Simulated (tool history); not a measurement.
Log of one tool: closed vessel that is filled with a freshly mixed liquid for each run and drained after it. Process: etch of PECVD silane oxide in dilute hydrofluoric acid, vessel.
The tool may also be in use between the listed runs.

run  hour  temperature setpoint of the liquid (°C)  parts of water to one part of 49 % hydrofluoric acid (parts by volume)  time in the liquid (s)  thickness taken off the PECVD silane oxide on a monitor wafer (Å)
  1   0.0                                     24.0                                                                      95                     105                                                             263.80
  2   7.3                                     24.0                                                                     125                     105                                                             193.22
  3  16.0                                     26.0                                                                     115                     105                                                             230.81
  4  21.0                                     27.5                                                                     105                     105                                                             268.26
  5  29.1                                     28.5                                                                     100                     105                                                             293.43
  6  35.8                                     29.5                                                                      95                     105                                                             327.92
  7  45.0                                     30.0                                                                      90                     105                                                             354.27

Run 8 comes next. What will it give?
  8  53.4                                     30.5                                                                      90                     105                                                                  ?

{"run 8": {"thickness taken off the PECVD silane oxide on a monitor wafer (Å)": 358.55}}
